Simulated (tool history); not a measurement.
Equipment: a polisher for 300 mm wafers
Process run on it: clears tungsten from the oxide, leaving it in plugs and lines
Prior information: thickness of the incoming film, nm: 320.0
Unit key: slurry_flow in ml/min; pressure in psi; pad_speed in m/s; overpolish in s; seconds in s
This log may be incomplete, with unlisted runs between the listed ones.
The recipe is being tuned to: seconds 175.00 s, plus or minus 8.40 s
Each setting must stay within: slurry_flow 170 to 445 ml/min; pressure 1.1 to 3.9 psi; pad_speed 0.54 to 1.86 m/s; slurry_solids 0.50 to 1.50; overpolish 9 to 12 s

run	hour	slurry_flow	pressure	pad_speed	slurry_solids	overpolish	seconds
1	0.0	285	2.5	1.18	1.00	12	102.18
2	6.9	285	2.1	1.16	1.00	12	127.61
3	11.4	285	2.1	1.16	1.00	12	123.64
4	13.9	285	2.1	1.04	1.00	12	138.06
5	19.0	285	2.5	1.04	1.00	12	112.79
6	25.3	285	2.5	1.04	1.00	9	116.98
7	34.4	285	1.8	1.00	1.00	9	165.06
8	41.9	285	1.8	1.00	1.00	9	163.84
9	49.3	285	1.6	1.00	1.00	9	184.74

4 candidate next runs follow, results not yet known. Just one meets every target within its allowed miss. Identify it.
A	56.7	335	1.7	1.30	0.70	9	?
B	56.7	255	1.6	0.90	1.20	9	?
C	56.7	280	1.4	1.06	1.05	9	?
D	56.7	270	1.8	0.92	1.05	9	?

move	seconds
A	148.35
B	194.74
C	195.66
D	175.95
A: takes the result that was furthest off past its target
B: further off than the last run
C: further off than the last run
D: every result lands within tolerance
So the answer is move D, the one that meets all the targets.
